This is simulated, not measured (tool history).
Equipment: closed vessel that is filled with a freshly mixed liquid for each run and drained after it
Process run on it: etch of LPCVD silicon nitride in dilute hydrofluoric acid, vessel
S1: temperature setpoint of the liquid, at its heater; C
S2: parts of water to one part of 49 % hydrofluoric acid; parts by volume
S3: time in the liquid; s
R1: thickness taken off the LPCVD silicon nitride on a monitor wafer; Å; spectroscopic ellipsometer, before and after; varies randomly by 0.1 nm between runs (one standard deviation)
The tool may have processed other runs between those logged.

run  hour    S1   S2    S3      R1
  1     0    25  145  3150   112.8
  2   0.8    23  145  3150  99.074
  3   8.8    23  185  3150  78.503
  4  12.3    25  155  3155  106.37
  5  20.4    25  155  3150  105.81
  6  26.6  26.5  135  3155  134.47
  7  29.7    28  120  3160  166.01
  8  31.5    29  110  3160  192.11
  9  39.6    30  100  3160  225.48
 10  43.5  30.5   95  3160  246.82
 11  44.8    31   90  3160  266.52

The next listed run, before its measurement:
 12  45.9  31.5  90  3160   ?

{"run 12": {"R1": 275.49}}

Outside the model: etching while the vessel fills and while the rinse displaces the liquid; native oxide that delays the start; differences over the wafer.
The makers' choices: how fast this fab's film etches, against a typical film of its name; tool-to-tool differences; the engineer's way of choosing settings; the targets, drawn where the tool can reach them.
